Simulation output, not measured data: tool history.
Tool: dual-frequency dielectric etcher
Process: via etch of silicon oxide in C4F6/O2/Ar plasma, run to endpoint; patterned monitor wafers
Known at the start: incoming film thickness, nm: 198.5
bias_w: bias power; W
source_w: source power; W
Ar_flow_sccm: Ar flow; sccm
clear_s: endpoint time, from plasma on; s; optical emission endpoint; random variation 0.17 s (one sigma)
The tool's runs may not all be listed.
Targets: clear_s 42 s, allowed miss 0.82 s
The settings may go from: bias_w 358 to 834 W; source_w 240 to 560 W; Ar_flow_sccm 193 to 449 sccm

Run 1, hour 0: bias_w 596 W, source_w 400 W, Ar_flow_sccm 321 sccm. Result: clear_s 45.863 s.
Run 2, hour 1.1: bias_w 610 W, source_w 400 W, Ar_flow_sccm 321 sccm. Result: clear_s 45.654 s.
Run 3, hour 3.3: bias_w 624 W, source_w 400 W, Ar_flow_sccm 321 sccm. Result: clear_s 44.57 s.
Run 4, hour 8.3: bias_w 544 W, source_w 400 W, Ar_flow_sccm 321 sccm. Result: clear_s 47.895 s.
Run 5, hour 15.8: bias_w 544 W, source_w 400 W, Ar_flow_sccm 353 sccm. Result: clear_s 48.743 s.
Run 6, hour 24.5: bias_w 544 W, source_w 450 W, Ar_flow_sccm 353 sccm. Result: clear_s 45.976 s.
Run 7, hour 29.8: bias_w 556 W, source_w 450 W, Ar_flow_sccm 353 sccm. Result: clear_s 46.365 s.
Run 8, hour 34.1: bias_w 570 W, source_w 450 W, Ar_flow_sccm 353 sccm. Result: clear_s 45.049 s.

Which of these 4 next moves meets every target?
Run A, hour 38.4: bias_w 499 W, source_w 430 W, Ar_flow_sccm 351 sccm. Result: clear_s ?.
Run B, hour 38.4: bias_w 536 W, source_w 440 W, Ar_flow_sccm 359 sccm. Result: clear_s ?.
Run C, hour 38.4: bias_w 636 W, source_w 560 W, Ar_flow_sccm 357 sccm. Result: clear_s ?.
Run D, hour 38.4: bias_w 636 W, source_w 500 W, Ar_flow_sccm 404 sccm. Result: clear_s ?.

move  clear_s
   A   48.819
   B   46.863
   C   39.467
   D   41.704
A: further off than the last run
B: further off than the last run
C: takes the result that was furthest off past its target
D: meets every target
Move D is the one to make.
